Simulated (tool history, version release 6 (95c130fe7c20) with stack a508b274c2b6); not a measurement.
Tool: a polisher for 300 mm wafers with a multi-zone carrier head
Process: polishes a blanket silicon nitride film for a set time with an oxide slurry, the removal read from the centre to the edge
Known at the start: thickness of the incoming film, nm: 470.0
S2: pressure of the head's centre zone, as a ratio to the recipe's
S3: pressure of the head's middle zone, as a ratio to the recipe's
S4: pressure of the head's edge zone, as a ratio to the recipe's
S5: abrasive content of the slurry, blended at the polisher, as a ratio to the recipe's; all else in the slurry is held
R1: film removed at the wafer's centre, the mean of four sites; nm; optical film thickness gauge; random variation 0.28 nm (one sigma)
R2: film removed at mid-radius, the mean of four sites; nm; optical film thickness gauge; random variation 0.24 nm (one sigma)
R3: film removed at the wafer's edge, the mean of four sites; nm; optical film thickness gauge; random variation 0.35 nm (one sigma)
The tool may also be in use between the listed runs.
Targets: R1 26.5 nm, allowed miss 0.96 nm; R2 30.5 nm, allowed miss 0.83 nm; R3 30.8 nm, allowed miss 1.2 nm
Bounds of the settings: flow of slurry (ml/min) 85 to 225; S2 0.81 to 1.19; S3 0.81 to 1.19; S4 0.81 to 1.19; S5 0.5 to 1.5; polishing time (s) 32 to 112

run 1 hour=0 | flow_of_slurry_(ml/min)=145 S2=1 S3=1 S4=1 S5=1 polishing_time_(s)=72 | R1=64.865 R2=65.74 R3=65.686
run 2 hour=2.6 | flow_of_slurry_(ml/min)=135 S2=0.96 S3=0.98 S4=0.97 S5=0.85 polishing_time_(s)=64 | R1=51.442 R2=52.504 R3=52.762
run 3 hour=10.4 | flow_of_slurry_(ml/min)=135 S2=0.96 S3=0.98 S4=0.97 S5=0.85 polishing_time_(s)=56 | R1=45.017 R2=45.554 R3=45.355
run 4 hour=13.5 | flow_of_slurry_(ml/min)=135 S2=0.96 S3=0.98 S4=0.97 S5=0.75 polishing_time_(s)=56 | R1=41.627 R2=43.008 R3=42.998
run 5 hour=16 | flow_of_slurry_(ml/min)=130 S2=0.93 S3=0.98 S4=0.96 S5=0.7 polishing_time_(s)=53 | R1=36.713 R2=38.784 R3=38.704
run 6 hour=20.8 | flow_of_slurry_(ml/min)=130 S2=0.93 S3=0.98 S4=0.88 S5=0.7 polishing_time_(s)=53 | R1=37.071 R2=39.541 R3=37.358
run 7 hour=28.6 | flow_of_slurry_(ml/min)=90 S2=0.83 S3=0.9 S4=0.87 S5=0.5 polishing_time_(s)=47 | R1=21.775 R2=24.985 R3=25.533
run 8 hour=30.7 | flow_of_slurry_(ml/min)=110 S2=0.83 S3=0.91 S4=0.89 S5=0.5 polishing_time_(s)=47 | R1=22.826 R2=26.407 R3=26.564
run 9 hour=32.7 | flow_of_slurry_(ml/min)=150 S2=0.83 S3=0.91 S4=0.99 S5=0.55 polishing_time_(s)=47 | R1=25.57 R2=29.406 R3=30.428

4 next moves are on the table. One of them brings every result within its allowed miss. Which?
run A hour=34.7 | flow_of_slurry_(ml/min)=135 S2=0.87 S3=0.84 S4=0.81 S5=0.5 polishing_time_(s)=52 | R1=? R2=? R3=?
run B hour=34.7 | flow_of_slurry_(ml/min)=150 S2=0.85 S3=0.82 S4=0.99 S5=0.6 polishing_time_(s)=44 | R1=? R2=? R3=?
run C hour=34.7 | flow_of_slurry_(ml/min)=130 S2=0.89 S3=0.87 S4=0.92 S5=0.6 polishing_time_(s)=45 | R1=? R2=? R3=?
run D hour=34.7 | flow_of_slurry_(ml/min)=160 S2=0.84 S3=0.94 S4=1.01 S5=0.65 polishing_time_(s)=42 | R1=? R2=? R3=?

move=A R1=27.411 R2=29.069 R3=28.634
move=B R1=25.922 R2=27.713 R3=29.874
move=C R1=26.985 R2=28.524 R3=29.067
move=D R1=25.954 R2=30.225 R3=30.353
A: further off than the last run
B: further off than the last run
C: further off than the last run
D: meets every target
Move D is the one to make.
